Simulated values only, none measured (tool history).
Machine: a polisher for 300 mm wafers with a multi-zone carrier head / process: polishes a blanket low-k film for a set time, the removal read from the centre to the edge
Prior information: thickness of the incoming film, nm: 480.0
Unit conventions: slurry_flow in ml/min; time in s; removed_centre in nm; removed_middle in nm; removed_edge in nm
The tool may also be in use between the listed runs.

run,hour,slurry_flow,centre_zone,middle_zone,edge_zone,slurry_solids,time,removed_centre,removed_middle,removed_edge
1,0.0,310,1.00,1.00,1.00,1.0,51,15.165,15.001,15.275
2,6.1,310,1.00,1.00,1.00,1.0,46,13.667,13.579,13.945
3,11.0,310,0.98,1.00,0.96,0.9,45,12.795,12.919,12.980
4,12.4,245,0.98,1.00,0.96,0.9,45,12.506,12.748,12.704
5,14.4,245,0.98,1.00,1.01,0.9,45,12.647,12.562,13.127
6,21.9,245,0.98,0.92,1.01,0.9,45,12.544,11.949,13.100

Expected results for the next run?
7,30.1,245,0.96,0.94,0.97,0.8,44,?,?,?

removed_centre: 11.571 nm
removed_middle: 11.488 nm
removed_edge: 11.984 nm
